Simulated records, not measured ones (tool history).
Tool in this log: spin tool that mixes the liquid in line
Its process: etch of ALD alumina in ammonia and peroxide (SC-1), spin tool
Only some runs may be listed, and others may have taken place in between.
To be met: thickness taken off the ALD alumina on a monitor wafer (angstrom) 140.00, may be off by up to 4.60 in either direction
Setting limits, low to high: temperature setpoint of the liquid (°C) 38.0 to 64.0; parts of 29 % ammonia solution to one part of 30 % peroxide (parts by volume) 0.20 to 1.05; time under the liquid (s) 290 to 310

run	hour	temperature setpoint of the liquid (°C)	parts of 29 % ammonia solution to one part of 30 % peroxide (parts by volume)	time under the liquid (s)	thickness taken off the ALD alumina on a monitor wafer (angstrom)
1	0.0	48.0	0.55	290	100.01
2	7.0	48.0	0.75	290	102.18
3	8.4	49.0	0.75	290	106.50
4	14.6	50.0	0.75	290	113.09
5	18.7	50.0	0.75	290	114.33
6	19.6	50.0	0.95	290	116.07
7	24.5	50.5	0.95	290	119.82
8	28.7	51.0	0.95	290	122.45
9	32.2	51.5	0.95	290	125.07
10	36.8	51.5	0.95	290	126.07
11	39.8	52.0	0.95	290	128.25
12	47.4	52.5	0.95	290	130.81

5 next moves are on the table. One of them brings every result within its allowed miss. Which?
A	55.0	50.5	1.05	310	?
B	55.0	52.5	0.85	310	?
C	55.0	51.0	0.65	305	?
D	55.0	50.5	0.95	295	?
E	55.0	52.5	0.85	290	?

move	thickness taken off the ALD alumina on a monitor wafer (angstrom)
A	126.59
B	138.34
C	122.30
D	119.33
E	129.41
A: lands further from the targets than the last run did
B: each result inside its tolerance
C: lands further from the targets than the last run did
D: lands further from the targets than the last run did
E: lands further from the targets than the last run did
The move that meets every target is B.
